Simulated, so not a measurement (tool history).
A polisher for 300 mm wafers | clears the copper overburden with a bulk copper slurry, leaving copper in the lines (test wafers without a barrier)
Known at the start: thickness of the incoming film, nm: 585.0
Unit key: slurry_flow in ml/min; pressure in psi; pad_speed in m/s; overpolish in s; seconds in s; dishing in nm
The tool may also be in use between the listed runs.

{"run": 1, "hour": 0.0, "slurry_flow": 135, "pressure": 2.2, "pad_speed": 0.88, "slurry_solids": 1.0, "overpolish": 11, "seconds": 122.44, "dishing": 42.276}
{"run": 2, "hour": 1.8, "slurry_flow": 130, "pressure": 2.0, "pad_speed": 0.88, "slurry_solids": 1.0, "overpolish": 12, "seconds": 134.58, "dishing": 40.907}
{"run": 3, "hour": 5.8, "slurry_flow": 130, "pressure": 2.0, "pad_speed": 0.88, "slurry_solids": 1.0, "overpolish": 17, "seconds": 133.93, "dishing": 53.684}
{"run": 4, "hour": 13.5, "slurry_flow": 125, "pressure": 1.8, "pad_speed": 0.88, "slurry_solids": 1.0, "overpolish": 17, "seconds": 147.35, "dishing": 49.684}
{"run": 5, "hour": 18.8, "slurry_flow": 125, "pressure": 2.3, "pad_speed": 0.88, "slurry_solids": 1.0, "overpolish": 17, "seconds": 116.9, "dishing": 61.525}
{"run": 6, "hour": 20.8, "slurry_flow": 125, "pressure": 2.0, "pad_speed": 0.88, "slurry_solids": 1.0, "overpolish": 17, "seconds": 133.11, "dishing": 56.264}
{"run": 7, "hour": 24.2, "slurry_flow": 125, "pressure": 1.8, "pad_speed": 0.88, "slurry_solids": 1.0, "overpolish": 17, "seconds": 150.56, "dishing": 48.53}
{"run": 8, "hour": 32.8, "slurry_flow": 120, "pressure": 1.7, "pad_speed": 0.88, "slurry_solids": 1.0, "overpolish": 17, "seconds": 162.66, "dishing": 47.271}
{"run": 9, "hour": 35.5, "slurry_flow": 115, "pressure": 1.6, "pad_speed": 0.88, "slurry_solids": 1.0, "overpolish": 16, "seconds": 169.48, "dishing": 43.393}
{"run": 10, "hour": 43.9, "slurry_flow": 115, "pressure": 1.5, "pad_speed": 0.88, "slurry_solids": 1.0, "overpolish": 16, "seconds": 179.33, "dishing": 40.901}

Run 11 is up next; what results do you expect?
{"run": 11, "hour": 45.0, "slurry_flow": 110, "pressure": 1.5, "pad_speed": 0.88, "slurry_solids": 1.0, "overpolish": 15, "seconds": "?", "dishing": "?"}

seconds: 183.29 s
dishing: 37.759 nm
